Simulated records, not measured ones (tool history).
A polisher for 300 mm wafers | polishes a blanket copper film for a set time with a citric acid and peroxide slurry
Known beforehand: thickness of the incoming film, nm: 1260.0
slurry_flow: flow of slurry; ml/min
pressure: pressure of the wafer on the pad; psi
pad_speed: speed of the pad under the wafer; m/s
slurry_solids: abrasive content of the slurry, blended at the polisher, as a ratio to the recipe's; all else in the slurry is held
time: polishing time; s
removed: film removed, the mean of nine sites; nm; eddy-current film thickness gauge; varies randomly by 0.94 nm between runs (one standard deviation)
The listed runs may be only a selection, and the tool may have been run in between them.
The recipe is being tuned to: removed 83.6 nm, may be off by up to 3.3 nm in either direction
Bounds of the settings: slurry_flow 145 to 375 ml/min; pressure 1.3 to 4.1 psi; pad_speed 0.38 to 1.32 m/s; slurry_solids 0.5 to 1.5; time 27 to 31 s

run 1 hour=0 | slurry_flow=240 pressure=2.7 pad_speed=0.84 slurry_solids=1 time=31 | removed=47.399
run 2 hour=3.7 | slurry_flow=240 pressure=2.7 pad_speed=0.72 slurry_solids=1 time=31 | removed=40.766
run 3 hour=5.6 | slurry_flow=240 pressure=3.1 pad_speed=0.78 slurry_solids=1 time=31 | removed=52.75
run 4 hour=9.8 | slurry_flow=240 pressure=3.4 pad_speed=0.78 slurry_solids=1 time=31 | removed=57.019
run 5 hour=13.4 | slurry_flow=240 pressure=3.1 pad_speed=0.78 slurry_solids=1 time=31 | removed=51.312
run 6 hour=19.7 | slurry_flow=240 pressure=3.4 pad_speed=0.8 slurry_solids=1 time=31 | removed=56.872
run 7 hour=22.7 | slurry_flow=240 pressure=3.6 pad_speed=0.84 slurry_solids=1 time=31 | removed=64.148
run 8 hour=25.7 | slurry_flow=240 pressure=3.8 pad_speed=0.86 slurry_solids=1 time=31 | removed=69.919
run 9 hour=31.5 | slurry_flow=240 pressure=3.8 pad_speed=0.86 slurry_solids=1 time=31 | removed=67.526
run 10 hour=35.7 | slurry_flow=240 pressure=3.9 pad_speed=0.9 slurry_solids=1 time=31 | removed=71.975
run 11 hour=39.6 | slurry_flow=240 pressure=4 pad_speed=0.94 slurry_solids=1 time=31 | removed=77.624
run 12 hour=48.1 | slurry_flow=240 pressure=4 pad_speed=0.96 slurry_solids=1 time=31 | removed=79.311

Of the 5 settings listed for the next run, only one would bring every result within its allowed miss of target. Which one?
run A hour=56.6 | slurry_flow=260 pressure=4 pad_speed=1 slurry_solids=0.9 time=29 | removed=?
run B hour=56.6 | slurry_flow=245 pressure=4.1 pad_speed=0.96 slurry_solids=0.95 time=28 | removed=?
run C hour=56.6 | slurry_flow=240 pressure=4 pad_speed=0.92 slurry_solids=1.1 time=29 | removed=?
run D hour=56.6 | slurry_flow=300 pressure=3.9 pad_speed=0.9 slurry_solids=0.95 time=31 | removed=?
run E hour=56.6 | slurry_flow=245 pressure=4 pad_speed=1.02 slurry_solids=1 time=31 | removed=?

move=A removed=76.24
move=B removed=73.005
move=C removed=73.165
move=D removed=74.1
move=E removed=84.41
A: lands further from the targets than the last run did
B: lands further from the targets than the last run did
C: lands further from the targets than the last run did
D: lands further from the targets than the last run did
E: every result within its allowed miss
E is the move that brings every result within its allowed miss.
